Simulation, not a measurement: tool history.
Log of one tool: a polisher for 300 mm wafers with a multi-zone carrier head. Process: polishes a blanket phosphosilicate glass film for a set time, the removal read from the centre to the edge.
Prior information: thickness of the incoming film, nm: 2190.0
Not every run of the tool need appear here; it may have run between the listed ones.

run  hour  flow of slurry (ml/min)  pressure of the head's centre zone  pressure of the head's middle zone  pressure of the head's edge zone  abrasive content of the slurry  polishing time (s)  film removed at the wafer's centre (nm)  film removed at mid-radius (nm)  film removed at the wafer's edge (nm)
  1     0                      200                                   1                                   1                                 1                               1                  39                                   371.12                           362.76                                 362.64
  2   1.5                      200                                   1                                1.08                                 1                               1                  39                                   367.75                           388.08                                 358.11
  3   8.6                      200                                1.06                                1.08                                 1                               1                  39                                   387.37                           382.51                                 361.91
  4  11.6                      200                                1.12                                1.08                                 1                               1                  39                                   413.23                           382.29                                 357.93
  5  18.6                      185                                1.09                                1.02                              0.98                             0.9                  39                                   379.44                           351.08                                 338.21
  6  19.6                      185                                1.09                                1.02                              0.98                             0.9                  47                                   455.75                           427.96                                  409.7

The next listed run, before its measurement:
  7  23.9                      185                                1.08                                0.97                              0.99                             0.8                  45                                        ?                                ?                                      ?

Run 7 yielded film removed at the wafer's centre (nm) 411.54, film removed at mid-radius (nm) 373.18, film removed at the wafer's edge (nm) 380.63.

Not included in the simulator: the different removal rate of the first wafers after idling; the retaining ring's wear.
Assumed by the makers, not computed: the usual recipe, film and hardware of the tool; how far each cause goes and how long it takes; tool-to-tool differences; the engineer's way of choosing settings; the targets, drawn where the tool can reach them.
